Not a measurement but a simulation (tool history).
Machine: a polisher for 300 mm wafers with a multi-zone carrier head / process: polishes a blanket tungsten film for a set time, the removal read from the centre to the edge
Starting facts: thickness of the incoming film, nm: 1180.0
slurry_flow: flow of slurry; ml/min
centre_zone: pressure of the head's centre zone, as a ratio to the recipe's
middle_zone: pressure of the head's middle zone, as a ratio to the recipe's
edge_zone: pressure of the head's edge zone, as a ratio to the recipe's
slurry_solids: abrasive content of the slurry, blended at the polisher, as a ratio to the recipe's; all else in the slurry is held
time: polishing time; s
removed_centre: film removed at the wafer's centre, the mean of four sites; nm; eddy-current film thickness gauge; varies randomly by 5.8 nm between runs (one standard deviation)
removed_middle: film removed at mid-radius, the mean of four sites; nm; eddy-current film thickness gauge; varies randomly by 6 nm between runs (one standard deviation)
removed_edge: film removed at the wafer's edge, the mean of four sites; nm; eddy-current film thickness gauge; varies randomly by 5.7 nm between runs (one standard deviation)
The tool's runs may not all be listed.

| run | hour | slurry_flow | centre_zone | middle_zone | edge_zone | slurry_solids | time | removed_centre | removed_middle | removed_edge |
|---|---|---|---|---|---|---|---|---|---|---|
| 1 | 0.0 | 195 | 1.00 | 1.00 | 1.00 | 1.00 | 80 | 348.54 | 333.68 | 329.54 |
| 2 | 4.7 | 235 | 1.00 | 1.00 | 1.00 | 1.00 | 80 | 354.64 | 342.30 | 328.08 |
| 3 | 8.7 | 230 | 0.99 | 1.01 | 1.01 | 1.05 | 81 | 360.37 | 344.85 | 333.47 |
| 4 | 16.5 | 230 | 0.97 | 1.02 | 1.01 | 1.05 | 83 | 357.35 | 363.08 | 343.82 |
| 5 | 22.2 | 230 | 0.97 | 1.02 | 1.06 | 1.05 | 83 | 362.14 | 367.70 | 354.68 |
|  | 30.2 | centre zone pressure recalibrated |
| 6 | 30.2 | 180 | 0.97 | 1.02 | 1.06 | 1.05 | 83 | 321.30 | 349.51 | 351.41 |
| 7 | 35.1 | 185 | 0.97 | 1.03 | 1.07 | 1.10 | 84 | 324.35 | 358.72 | 356.95 |
| 8 | 41.6 | 190 | 0.97 | 1.03 | 1.08 | 1.10 | 85 | 332.59 | 362.10 | 357.36 |
| 9 | 45.0 | 195 | 0.97 | 1.03 | 1.08 | 1.10 | 86 | 338.35 | 377.83 | 371.45 |
| 10 | 49.3 | 200 | 0.98 | 1.03 | 1.09 | 1.10 | 86 | 348.37 | 374.81 | 374.06 |
| 11 | 50.5 | 205 | 0.98 | 1.04 | 1.10 | 1.10 | 86 | 357.87 | 377.70 | 367.22 |

Predict the results of run 12:
| 12 | 57.2 | 210 | 0.98 | 1.04 | 1.10 | 1.10 | 87 | ? | ? | ? |

{"run 12": {"removed_centre": 347.99, "removed_middle": 381.39, "removed_edge": 377.74}}
